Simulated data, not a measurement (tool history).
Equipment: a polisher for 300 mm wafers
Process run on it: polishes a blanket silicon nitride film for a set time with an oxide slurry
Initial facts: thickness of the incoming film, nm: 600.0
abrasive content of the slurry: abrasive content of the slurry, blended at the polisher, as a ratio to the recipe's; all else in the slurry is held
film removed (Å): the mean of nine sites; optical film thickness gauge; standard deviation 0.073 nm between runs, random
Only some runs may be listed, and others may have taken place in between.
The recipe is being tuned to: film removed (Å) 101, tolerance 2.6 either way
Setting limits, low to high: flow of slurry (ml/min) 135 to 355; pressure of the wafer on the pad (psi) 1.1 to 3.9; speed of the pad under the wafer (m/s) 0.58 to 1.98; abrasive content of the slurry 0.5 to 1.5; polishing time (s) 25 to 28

| run | hour | flow of slurry (ml/min) | pressure of the wafer on the pad (psi) | speed of the pad under the wafer (m/s) | abrasive content of the slurry | polishing time (s) | film removed (Å) |
|---|---|---|---|---|---|---|---|
| 1 | 0 | 225 | 2.5 | 1.28 | 1 | 28 | 129.64 |
| 2 | 5.9 | 220 | 2.4 | 1.28 | 1 | 28 | 124.3 |
| 3 | 9.1 | 220 | 2.4 | 1.46 | 1 | 28 | 138.07 |
| 4 | 12.6 | 220 | 3 | 1.46 | 1 | 28 | 172.64 |
| 5 | 20.2 | 215 | 2.8 | 1.46 | 1 | 28 | 157.48 |
| 6 | 24.3 | 205 | 2.6 | 1.46 | 1 | 28 | 145.75 |
| 7 | 26 | 200 | 1.9 | 1.44 | 1 | 28 | 109.42 |
| 8 | 26.8 | 185 | 1.7 | 1.44 | 1 | 28 | 97.436 |
| 9 | 35.4 | 190 | 1.7 | 1.44 | 1 | 28 | 96.648 |
| 10 | 41.1 | 195 | 1.7 | 1.44 | 1 | 28 | 96.507 |
| 11 | 45.9 | 200 | 1.7 | 1.44 | 1 | 28 | 97.537 |
| 12 | 48.7 | 205 | 1.7 | 1.44 | 1 | 28 | 96.259 |

Exactly one of the 5 candidate moves below puts every result within its allowed miss. Which one?
| A | 51.5 | 205 | 1.5 | 1.44 | 1.15 | 28 | ? |
| B | 51.5 | 155 | 1.6 | 1.66 | 1.1 | 27 | ? |
| C | 51.5 | 210 | 1.7 | 1.52 | 0.85 | 27 | ? |
| D | 51.5 | 205 | 1.6 | 1.34 | 1.1 | 27 | ? |
| E | 51.5 | 200 | 1.7 | 1.36 | 1.05 | 28 | ? |

| move | film removed (Å) |
|---|---|
| A | 91.549 |
| B | 99.506 |
| C | 86.744 |
| D | 86.568 |
| E | 93.571 |
A: further off than the last run
B: all results in spec
C: further off than the last run
D: further off than the last run
E: further off than the last run
B meets every target.
